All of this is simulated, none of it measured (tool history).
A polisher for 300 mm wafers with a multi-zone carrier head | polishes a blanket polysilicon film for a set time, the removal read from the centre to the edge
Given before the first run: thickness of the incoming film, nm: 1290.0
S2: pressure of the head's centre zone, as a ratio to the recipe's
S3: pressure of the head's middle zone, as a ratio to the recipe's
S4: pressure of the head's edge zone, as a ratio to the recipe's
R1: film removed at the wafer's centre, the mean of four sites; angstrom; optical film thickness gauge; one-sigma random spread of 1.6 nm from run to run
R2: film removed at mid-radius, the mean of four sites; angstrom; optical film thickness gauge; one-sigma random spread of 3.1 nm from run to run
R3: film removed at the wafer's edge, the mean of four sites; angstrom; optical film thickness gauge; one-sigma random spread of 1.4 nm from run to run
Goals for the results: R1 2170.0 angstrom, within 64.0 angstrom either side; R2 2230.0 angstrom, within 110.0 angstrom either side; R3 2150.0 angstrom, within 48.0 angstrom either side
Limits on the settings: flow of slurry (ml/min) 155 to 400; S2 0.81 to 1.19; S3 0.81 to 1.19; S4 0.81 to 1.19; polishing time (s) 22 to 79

Run 1, hour 0.0: flow of slurry (ml/min) 255, S2 1.00, S3 1.00, S4 1.00, polishing time (s) 50. Result: R1 3149.8 angstrom, R2 3101.1 angstrom, R3 3091.6 angstrom.
Run 2, hour 1.0: flow of slurry (ml/min) 255, S2 1.00, S3 1.04, S4 1.00, polishing time (s) 50. Result: R1 3162.1 angstrom, R2 3132.8 angstrom, R3 3081.5 angstrom.
Run 3, hour 5.9: flow of slurry (ml/min) 255, S2 0.94, S3 1.04, S4 1.00, polishing time (s) 50. Result: R1 2979.6 angstrom, R2 3241.1 angstrom, R3 3091.9 angstrom.
Run 4, hour 14.9: flow of slurry (ml/min) 255, S2 0.94, S3 1.04, S4 1.04, polishing time (s) 50. Result: R1 3012.7 angstrom, R2 3272.8 angstrom, R3 3149.9 angstrom.
Run 5, hour 19.3: flow of slurry (ml/min) 255, S2 0.94, S3 1.04, S4 1.09, polishing time (s) 50. Result: R1 2958.4 angstrom, R2 3163.7 angstrom, R3 3221.0 angstrom.
Run 6, hour 20.5: flow of slurry (ml/min) 195, S2 0.94, S3 1.04, S4 1.09, polishing time (s) 50. Result: R1 2846.4 angstrom, R2 3055.6 angstrom, R3 3133.9 angstrom.
Run 7, hour 26.6: flow of slurry (ml/min) 195, S2 0.94, S3 1.02, S4 1.05, polishing time (s) 46. Result: R1 2605.3 angstrom, R2 2797.5 angstrom, R3 2793.0 angstrom.
Run 8, hour 32.0: flow of slurry (ml/min) 190, S2 0.90, S3 0.92, S4 0.95, polishing time (s) 39. Result: R1 2097.3 angstrom, R2 2142.6 angstrom, R3 2277.1 angstrom.
Run 9, hour 38.5: flow of slurry (ml/min) 190, S2 0.91, S3 0.93, S4 0.93, polishing time (s) 39. Result: R1 2120.3 angstrom, R2 2173.8 angstrom, R3 2268.0 angstrom.
Run 10, hour 45.9: flow of slurry (ml/min) 190, S2 0.92, S3 0.94, S4 0.91, polishing time (s) 39. Result: R1 2156.6 angstrom, R2 2196.3 angstrom, R3 2251.1 angstrom.

Next run, 5 choices. One meets every target within its allowed miss, the rest don't. Which?
Run A, hour 53.3: flow of slurry (ml/min) 170, S2 0.91, S3 0.89, S4 0.94, polishing time (s) 42. Result: R1 ?, R2 ?, R3 ?.
Run B, hour 53.3: flow of slurry (ml/min) 215, S2 0.93, S3 0.97, S4 0.87, polishing time (s) 38. Result: R1 ?, R2 ?, R3 ?.
Run C, hour 53.3: flow of slurry (ml/min) 195, S2 0.84, S3 0.96, S4 0.94, polishing time (s) 39. Result: R1 ?, R2 ?, R3 ?.
Run D, hour 53.3: flow of slurry (ml/min) 205, S2 0.88, S3 0.91, S4 0.93, polishing time (s) 40. Result: R1 ?, R2 ?, R3 ?.
Run E, hour 53.3: flow of slurry (ml/min) 195, S2 0.95, S3 0.99, S4 1.02, polishing time (s) 39. Result: R1 ?, R2 ?, R3 ?.

move      R1      R2      R3
   A  2227.6  2182.6  2388.8
   B  2159.7  2212.1  2148.1
   C  1965.0  2216.0  2258.2
   D  2131.4  2191.4  2320.4
   E  2225.2  2272.5  2347.2
A: moves away from the targets compared with the last run
B: every result within its allowed miss
C: moves away from the targets compared with the last run
D: moves away from the targets compared with the last run
E: moves away from the targets compared with the last run
B is the move that brings every result within its allowed miss.
